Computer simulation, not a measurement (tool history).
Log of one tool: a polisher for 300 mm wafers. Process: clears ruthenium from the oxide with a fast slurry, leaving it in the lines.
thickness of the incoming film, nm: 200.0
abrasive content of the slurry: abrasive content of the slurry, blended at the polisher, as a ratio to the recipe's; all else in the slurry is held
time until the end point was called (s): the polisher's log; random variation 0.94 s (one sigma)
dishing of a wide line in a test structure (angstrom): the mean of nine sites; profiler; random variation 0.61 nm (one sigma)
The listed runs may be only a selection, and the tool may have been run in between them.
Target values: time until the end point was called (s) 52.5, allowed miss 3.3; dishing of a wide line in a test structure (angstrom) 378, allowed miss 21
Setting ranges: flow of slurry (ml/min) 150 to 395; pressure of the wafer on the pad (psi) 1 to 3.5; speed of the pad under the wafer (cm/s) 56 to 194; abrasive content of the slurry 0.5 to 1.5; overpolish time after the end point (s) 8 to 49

| run | day | flow of slurry (ml/min) | pressure of the wafer on the pad (psi) | speed of the pad under the wafer (cm/s) | abrasive content of the slurry | overpolish time after the end point (s) | time until the end point was called (s) | dishing of a wide line in a test structure (angstrom) |
|---|---|---|---|---|---|---|---|---|
| 1 | 0 | 250 | 2.2 | 124 | 1 | 25 | 63.067 | 640.5 |
| 2 | 0.021 | 250 | 2.2 | 124 | 1.1 | 25 | 60.612 | 659.84 |
| 3 | 0.204 | 305 | 2.2 | 124 | 1.1 | 25 | 59.498 | 672.72 |
| 4 | 0.533 | 305 | 1.7 | 124 | 1.1 | 25 | 74.484 | 562.92 |
| 5 | 0.617 | 270 | 1.8 | 134 | 1.05 | 19 | 70.446 | 489.83 |
| 6 | 0.675 | 270 | 1.8 | 104 | 1.05 | 19 | 90.547 | 387.91 |
| 7 | 0.879 | 310 | 2.4 | 76 | 1.3 | 8 | 78.565 | 193.54 |
| 8 | 1.092 | 300 | 2.6 | 86 | 1.15 | 9 | 70.192 | 244.79 |
| 9 | 1.188 | 295 | 2.8 | 90 | 1.05 | 10 | 66.878 | 281.43 |
| 10 | 1.517 | 295 | 3 | 92 | 1 | 11 | 62.288 | 336.37 |
| 11 | 1.746 | 300 | 3.3 | 94 | 1.05 | 9 | 54.107 | 307.23 |
| 12 | 1.871 | 300 | 3.3 | 98 | 1 | 9 | 53.696 | 324.81 |
| 13 | 1.9 | 300 | 3.3 | 100 | 0.95 | 9 | 53.518 | 315.83 |
| 14 | 1.933 | 295 | 3.3 | 102 | 0.9 | 10 | 53.332 | 330.48 |

Next run, 5 choices. One meets every target within its allowed miss, the rest don't. Which?
| A | 1.967 | 335 | 3.5 | 100 | 0.9 | 8 | ? | ? |
| B | 1.967 | 220 | 3.2 | 112 | 0.9 | 8 | ? | ? |
| C | 1.967 | 280 | 3.3 | 114 | 0.85 | 8 | ? | ? |
| D | 1.967 | 295 | 3.2 | 118 | 0.9 | 8 | ? | ? |
| E | 1.967 | 215 | 3.5 | 90 | 1.15 | 11 | ? | ? |

| move | time until the end point was called (s) | dishing of a wide line in a test structure (angstrom) |
|---|---|---|
| A | 52.829 | 284.11 |
| B | 53.283 | 281.96 |
| C | 51.695 | 289.64 |
| D | 49.581 | 300.53 |
| E | 52.909 | 374.38 |
A: its largest miss is bigger than the last run's
B: its largest miss is bigger than the last run's
C: its largest miss is bigger than the last run's
D: its largest miss is bigger than the last run's
E: hits every target within its allowed miss
Go with E: it meets all targets.

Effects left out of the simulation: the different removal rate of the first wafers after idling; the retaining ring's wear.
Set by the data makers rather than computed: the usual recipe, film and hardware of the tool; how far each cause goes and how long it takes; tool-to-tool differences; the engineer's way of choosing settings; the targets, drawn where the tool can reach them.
